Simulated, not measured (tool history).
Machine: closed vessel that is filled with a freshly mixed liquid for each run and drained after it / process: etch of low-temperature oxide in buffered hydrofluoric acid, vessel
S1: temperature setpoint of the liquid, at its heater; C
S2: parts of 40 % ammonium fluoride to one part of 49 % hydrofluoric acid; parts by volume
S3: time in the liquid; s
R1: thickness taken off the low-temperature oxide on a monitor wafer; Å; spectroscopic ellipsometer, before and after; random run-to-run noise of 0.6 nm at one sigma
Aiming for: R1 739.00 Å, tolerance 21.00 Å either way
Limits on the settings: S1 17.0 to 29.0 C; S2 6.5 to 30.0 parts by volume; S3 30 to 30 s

{"run": 1, "day": 0.0, "S1": 21.0, "S2": 18.5, "S3": 30, "R1": 373.86}
{"run": 2, "day": 0.112, "S1": 23.0, "S2": 17.0, "S3": 30, "R1": 458.12}
{"run": 3, "day": 0.2, "S1": 23.0, "S2": 13.0, "S3": 30, "R1": 596.78}
{"run": 4, "day": 0.312, "S1": 23.0, "S2": 13.0, "S3": 30, "R1": 597.72}
{"run": 5, "day": 0.679, "S1": 23.0, "S2": 13.0, "S3": 30, "R1": 592.74}
{"run": 6, "day": 0.817, "S1": 20.5, "S2": 13.0, "S3": 30, "R1": 516.33}
{"run": 7, "day": 0.988, "S1": 24.5, "S2": 12.5, "S3": 30, "R1": 679.43}
{"run": 8, "day": 1.104, "S1": 25.0, "S2": 12.5, "S3": 30, "R1": 696.55}
{"run": 9, "day": 1.388, "S1": 25.5, "S2": 12.5, "S3": 30, "R1": 721.12}

Exercise: of the 4 proposed moves below, exactly one satisfies all targets within the stated allowed misses. Which move is it?
{"run": "A", "day": 1.671, "S1": 25.0, "S2": 12.5, "S3": 30, "R1": "?"}
{"run": "B", "day": 1.671, "S1": 24.5, "S2": 12.0, "S3": 30, "R1": "?"}
{"run": "C", "day": 1.671, "S1": 24.5, "S2": 11.5, "S3": 30, "R1": "?"}
{"run": "D", "day": 1.671, "S1": 28.5, "S2": 15.0, "S3": 30, "R1": "?"}

move=A R1=702.37
move=B R1=711.21
move=C R1=741.41
move=D R1=710.03
A: its largest miss is bigger than the last run's
B: its largest miss is bigger than the last run's
C: hits every target within its allowed miss
D: its largest miss is bigger than the last run's
C is the move that brings every result within its allowed miss.
